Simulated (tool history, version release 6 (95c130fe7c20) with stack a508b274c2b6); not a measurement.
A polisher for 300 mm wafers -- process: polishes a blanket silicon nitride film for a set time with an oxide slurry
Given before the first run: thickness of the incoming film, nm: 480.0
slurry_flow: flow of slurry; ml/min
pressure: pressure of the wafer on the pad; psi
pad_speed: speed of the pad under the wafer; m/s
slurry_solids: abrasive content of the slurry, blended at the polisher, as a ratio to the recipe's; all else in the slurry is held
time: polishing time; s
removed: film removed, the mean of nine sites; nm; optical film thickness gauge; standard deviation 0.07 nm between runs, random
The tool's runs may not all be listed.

Run 1, hour 0: slurry_flow 270 ml/min, pressure 2.7 psi, pad_speed 0.9 m/s, slurry_solids 1, time 30 s. Result: removed 14.357 nm.
Run 2, hour 8.4: slurry_flow 270 ml/min, pressure 2.7 psi, pad_speed 0.9 m/s, slurry_solids 0.85, time 30 s. Result: removed 13.769 nm.
Run 3, hour 9.7: slurry_flow 270 ml/min, pressure 2.1 psi, pad_speed 0.9 m/s, slurry_solids 0.85, time 30 s. Result: removed 10.768 nm.
Run 4, hour 13.1: slurry_flow 265 ml/min, pressure 1.9 psi, pad_speed 0.9 m/s, slurry_solids 0.85, time 30 s. Result: removed 9.7333 nm.
Run 5, hour 14.8: slurry_flow 260 ml/min, pressure 1.9 psi, pad_speed 0.9 m/s, slurry_solids 0.85, time 30 s. Result: removed 9.6719 nm.
Run 6, hour 19.6: slurry_flow 255 ml/min, pressure 1.9 psi, pad_speed 0.9 m/s, slurry_solids 0.85, time 30 s. Result: removed 9.6984 nm.
Run 7, hour 22.4: slurry_flow 250 ml/min, pressure 1.9 psi, pad_speed 0.9 m/s, slurry_solids 0.85, time 30 s. Result: removed 9.6337 nm.

What will run 8 give?
Run 8, hour 29: slurry_flow 245 ml/min, pressure 1.9 psi, pad_speed 0.9 m/s, slurry_solids 0.85, time 30 s. Result: removed ?.

removed: 9.6451 nm
